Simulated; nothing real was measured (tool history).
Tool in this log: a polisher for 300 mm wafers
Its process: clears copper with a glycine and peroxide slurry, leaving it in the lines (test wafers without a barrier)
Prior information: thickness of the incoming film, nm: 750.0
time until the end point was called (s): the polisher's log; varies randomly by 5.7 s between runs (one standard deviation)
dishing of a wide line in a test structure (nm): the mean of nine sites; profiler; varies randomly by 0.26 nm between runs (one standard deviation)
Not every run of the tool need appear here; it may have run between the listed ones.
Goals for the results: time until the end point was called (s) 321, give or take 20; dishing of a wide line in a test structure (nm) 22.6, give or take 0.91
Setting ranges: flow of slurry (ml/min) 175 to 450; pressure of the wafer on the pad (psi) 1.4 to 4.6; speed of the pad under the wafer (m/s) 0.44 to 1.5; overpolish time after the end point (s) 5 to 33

run	hour	flow of slurry (ml/min)	pressure of the wafer on the pad (psi)	speed of the pad under the wafer (m/s)	overpolish time after the end point (s)	time until the end point was called (s)	dishing of a wide line in a test structure (nm)
1	0	290	3	0.96	17	179.12	54.358
2	3.6	225	3	0.96	17	175.85	51.685
3	11.6	225	3	0.96	23	177.39	68.867
4	17.9	225	3.3	0.96	23	163.25	73.921
5	19.2	225	2.9	0.96	23	183.75	66.46
6	28	225	2.9	1.08	23	163.59	70.884
7	31.5	220	2.8	1.02	21	177.43	61.811
8	38	220	2.7	0.96	20	195.32	54.961
9	44	215	2.6	0.92	19	208.21	51.173

Which one of the following 4 next-run settings gets every result inside its allowed miss? There is exactly one.
A	50	235	2	0.54	15	?	?
B	50	345	1.7	0.76	12	?	?
C	50	205	1.6	0.66	16	?	?
D	50	225	1.9	0.6	15	?	?

move	time until the end point was called (s)	dishing of a wide line in a test structure (nm)
A	356.11	24.443
B	306.58	22.636
C	365.9	25.165
D	345.13	25.113
A: closer than the last run, but not yet in spec
B: meets every target
C: closer than the last run, but not yet in spec
D: closer than the last run, but not yet in spec
The right move is B.

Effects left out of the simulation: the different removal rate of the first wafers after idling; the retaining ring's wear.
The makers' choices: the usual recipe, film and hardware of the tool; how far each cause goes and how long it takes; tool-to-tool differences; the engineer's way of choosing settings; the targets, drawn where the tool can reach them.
